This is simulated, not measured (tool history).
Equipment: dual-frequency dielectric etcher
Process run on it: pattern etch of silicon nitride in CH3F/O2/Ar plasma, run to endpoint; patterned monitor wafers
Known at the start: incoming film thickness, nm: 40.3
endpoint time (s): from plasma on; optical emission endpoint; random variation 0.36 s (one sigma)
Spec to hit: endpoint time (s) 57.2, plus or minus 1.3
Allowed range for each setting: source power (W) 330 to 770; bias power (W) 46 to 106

| run | hour | source power (W) | bias power (W) | endpoint time (s) |
|---|---|---|---|---|
| 1 | 0 | 550 | 76 | 46.184 |
| 2 | 7.9 | 510 | 73 | 48.107 |
| 3 | 10.5 | 510 | 63 | 51.619 |
| 4 | 14.9 | 490 | 62 | 52.78 |
| 5 | 18.7 | 580 | 62 | 50.261 |
| 6 | 23.6 | 550 | 61 | 51.407 |
| 7 | 28.8 | 550 | 61 | 51.495 |
| 8 | 35.8 | 520 | 60 | 52.644 |
| 9 | 41 | 500 | 59 | 54.037 |
| 10 | 45.5 | 490 | 59 | 54.128 |
| 11 | 49 | 480 | 59 | 54.346 |
| 12 | 52.9 | 470 | 59 | 55.665 |
| 13 | 60.7 | 460 | 59 | 54.91 |
| 14 | 68.5 | 450 | 59 | 55.207 |
| 15 | 76.4 | 440 | 59 | 55.68 |

Pick the move, out of 4, that brings all results within their allowed miss; only one does.
| A | 84.3 | 460 | 50 | ? |
| B | 84.3 | 390 | 55 | ? |
| C | 84.3 | 480 | 54 | ? |
| D | 84.3 | 350 | 57 | ? |

| move | endpoint time (s) |
|---|---|
| A | 59.851 |
| B | 59.566 |
| C | 56.838 |
| D | 60.12 |
A: the result that was furthest off in the last run now lies on the other side of its target
B: the result that was furthest off in the last run now lies on the other side of its target
C: meets every target
D: the result that was furthest off in the last run now lies on the other side of its target
So the answer is move C, the one that meets all the targets.
